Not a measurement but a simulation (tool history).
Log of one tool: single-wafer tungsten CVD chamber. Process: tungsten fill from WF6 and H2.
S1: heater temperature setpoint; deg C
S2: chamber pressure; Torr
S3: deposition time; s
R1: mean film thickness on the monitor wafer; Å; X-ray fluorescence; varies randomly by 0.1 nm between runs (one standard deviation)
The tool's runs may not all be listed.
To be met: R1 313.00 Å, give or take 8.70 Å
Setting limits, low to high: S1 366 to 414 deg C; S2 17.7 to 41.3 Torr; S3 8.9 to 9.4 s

run,day,S1,S2,S3,R1
1,0.000,390,29.5,9.4,225.15
2,0.225,393,29.6,9.4,239.53
3,0.258,397,29.6,9.4,260.23
4,0.629,397,29.6,8.9,246.09
5,0.825,399,29.7,8.9,258.64
6,1.054,401,29.8,8.9,268.45
7,1.429,402,29.9,8.9,274.44
8,1.496,403,30.0,8.9,278.50
9,1.646,404,30.1,8.9,285.59
10,1.925,405,30.1,8.9,291.35

Below are 4 possible settings for the next run. Only one of them brings all results inside the allowed miss of their targets. Which is it?
A,2.204,408,19.4,9.4,?
B,2.204,402,34.0,8.9,?
C,2.204,398,31.3,8.9,?
D,2.204,407,29.2,9.4,?

move,R1
A,258.72
B,293.35
C,260.05
D,315.60
A: moves away from the targets compared with the last run
B: closer than the last run, but not yet in spec
C: moves away from the targets compared with the last run
D: all results in spec
Move D is the one to make.
